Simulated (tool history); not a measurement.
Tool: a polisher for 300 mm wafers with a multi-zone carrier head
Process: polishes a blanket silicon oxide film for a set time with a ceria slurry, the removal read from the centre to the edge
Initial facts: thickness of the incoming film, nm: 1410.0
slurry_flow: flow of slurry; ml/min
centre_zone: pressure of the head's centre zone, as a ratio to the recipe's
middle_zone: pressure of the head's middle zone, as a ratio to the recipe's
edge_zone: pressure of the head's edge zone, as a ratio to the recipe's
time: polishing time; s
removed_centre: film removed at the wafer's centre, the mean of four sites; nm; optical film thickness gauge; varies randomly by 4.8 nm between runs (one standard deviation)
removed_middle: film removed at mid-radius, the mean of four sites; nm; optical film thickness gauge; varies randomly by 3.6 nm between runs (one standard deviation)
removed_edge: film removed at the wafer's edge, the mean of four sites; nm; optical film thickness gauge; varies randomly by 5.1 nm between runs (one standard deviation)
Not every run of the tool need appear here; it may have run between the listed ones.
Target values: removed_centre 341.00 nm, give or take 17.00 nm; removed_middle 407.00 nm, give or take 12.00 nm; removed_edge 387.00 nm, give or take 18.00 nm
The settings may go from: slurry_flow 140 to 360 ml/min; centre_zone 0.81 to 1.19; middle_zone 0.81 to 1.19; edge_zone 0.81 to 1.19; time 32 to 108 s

run,hour,slurry_flow,centre_zone,middle_zone,edge_zone,time,removed_centre,removed_middle,removed_edge
1,0.0,230,1.00,1.00,1.00,70,272.65,263.36,277.68
2,1.9,230,1.00,1.00,1.00,77,298.10,287.85,305.81
3,9.3,230,1.00,1.00,0.94,77,301.15,287.59,289.85
4,12.0,230,1.00,0.93,0.94,77,299.76,274.51,301.08
5,18.5,230,1.00,0.93,0.94,67,258.97,239.73,255.16
6,21.6,230,1.00,0.93,0.94,57,217.63,203.63,215.92
7,30.2,265,0.92,1.03,1.04,76,271.43,295.64,306.24
8,31.9,265,0.92,1.05,1.05,77,283.71,307.32,316.51
9,40.8,270,0.92,1.06,1.06,78,286.67,305.84,326.19
10,46.1,270,0.91,1.07,1.05,80,287.35,319.78,323.99
11,52.5,270,0.91,1.08,1.05,81,286.06,324.98,330.33
12,59.9,270,0.91,1.09,1.05,82,300.01,334.89,327.57
13,64.3,270,0.91,1.10,1.06,83,299.26,341.02,339.03

Next run, 5 choices. One meets every target within its allowed miss, the rest don't. Which?
A,68.7,185,0.89,1.12,0.98,101,?,?,?
B,68.7,320,0.81,1.16,1.01,95,?,?,?
C,68.7,300,0.96,1.12,0.98,97,?,?,?
D,68.7,275,0.85,1.17,1.04,92,?,?,?
E,68.7,295,1.02,1.13,0.88,91,?,?,?

move,removed_centre,removed_middle,removed_edge
A,340.13,406.17,388.89
B,308.02,413.95,385.50
C,371.04,408.28,386.58
D,308.83,398.52,375.03
E,369.47,385.20,344.53
A: all results land within tolerance of their targets
B: the worst result of the last run now meets its target, but another is out of spec
C: the worst result of the last run now meets its target, but another is out of spec
D: the worst result of the last run now meets its target, but another is out of spec
E: an improvement on the last run, though not all results are within tolerance
Move A is the one to make.
